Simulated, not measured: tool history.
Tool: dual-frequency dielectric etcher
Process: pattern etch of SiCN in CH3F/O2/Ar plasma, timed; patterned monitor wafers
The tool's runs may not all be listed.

| run | hour | source power (kW) | bias power (kW) | etch time (s) | mean etch depth across the wafer (Å) |
|---|---|---|---|---|---|
| 1 | 0 | 0.52 | 0.057 | 33.5 | 124.86 |
| 2 | 2.1 | 0.52 | 0.049 | 33.5 | 118.38 |
| 3 | 8 | 0.44 | 0.049 | 33.5 | 107.13 |
| 4 | 9.6 | 0.44 | 0.058 | 33.5 | 113.43 |
| 5 | 12.1 | 0.41 | 0.058 | 33.5 | 108.21 |
|  | 13.2 | bias power generator calibrated |
| 6 | 13.2 | 0.32 | 0.058 | 33.5 | 88.621 |
| 7 | 16.7 | 0.34 | 0.058 | 33.5 | 93.243 |
| 8 | 25 | 0.4 | 0.058 | 33.5 | 105.08 |
| 9 | 26.7 | 0.39 | 0.058 | 33.5 | 102.62 |
| 10 | 27.6 | 0.38 | 0.058 | 33.5 | 101.15 |

Estimate the outcome of run 11 from the log above:
| 11 | 32.9 | 0.36 | 0.058 | 33.5 | ? |

mean etch depth across the wafer (Å): 97.214
